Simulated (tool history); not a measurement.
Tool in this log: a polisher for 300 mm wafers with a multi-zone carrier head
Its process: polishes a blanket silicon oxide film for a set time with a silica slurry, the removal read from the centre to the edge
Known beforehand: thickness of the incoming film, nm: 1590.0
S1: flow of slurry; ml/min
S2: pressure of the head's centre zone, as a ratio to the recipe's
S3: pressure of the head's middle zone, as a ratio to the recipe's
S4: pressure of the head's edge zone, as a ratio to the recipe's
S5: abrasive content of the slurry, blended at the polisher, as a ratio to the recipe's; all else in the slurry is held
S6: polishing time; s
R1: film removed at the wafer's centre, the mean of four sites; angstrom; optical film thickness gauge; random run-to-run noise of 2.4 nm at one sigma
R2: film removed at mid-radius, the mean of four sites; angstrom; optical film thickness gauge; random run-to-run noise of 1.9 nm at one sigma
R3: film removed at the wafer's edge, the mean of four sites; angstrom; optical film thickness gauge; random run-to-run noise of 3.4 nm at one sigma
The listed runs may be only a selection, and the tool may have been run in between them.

run,hour,S1,S2,S3,S4,S5,S6,R1,R2,R3
1,0,180,1,1,1,1,68,1888.4,1899.7,1931.6
2,1.2,180,1,1.04,1,1,68,1852.7,1978.2,1962.9
3,2.1,180,1,1.04,1,1,54,1461.5,1600.6,1577.4
4,11.1,160,1,1.04,1,1,54,1447.7,1538.6,1517.6
5,12.4,190,1,1.04,1,1,54,1478.4,1581.2,1565.4
6,15.3,190,1,1.04,1,1.2,54,1588.7,1696.6,1628.4
# hour 19.7: worn pad replaced by a new one
7,19.7,195,1.01,1.02,1.03,1.25,57,2001,2032.2,2036.2
8,23.5,205,1.02,1.01,1.04,1.25,57,1977.7,1996.1,2079.7
9,31.1,210,1.05,1.01,1.05,1.25,57,2074.1,2057.2,2089.6
10,36.3,220,1.07,1,1.06,1.25,57,2103.2,2051.6,2117.1
11,42.7,220,1.09,0.99,1.08,1.25,57,2155.7,2020.7,2102.2
12,49.2,230,1.1,0.98,1.1,1.25,57,2196.6,2034.2,2213
13,56.5,235,1.11,0.98,1.11,1.25,57,2231,2007.2,2198.1

Estimate the outcome of run 14 from the log above:
14,58.2,240,1.12,0.98,1.12,1.3,57,?,?,?

Run 14 came out at R1 2281.2 angstrom, R2 2056.8 angstrom, R3 2218.7 angstrom.
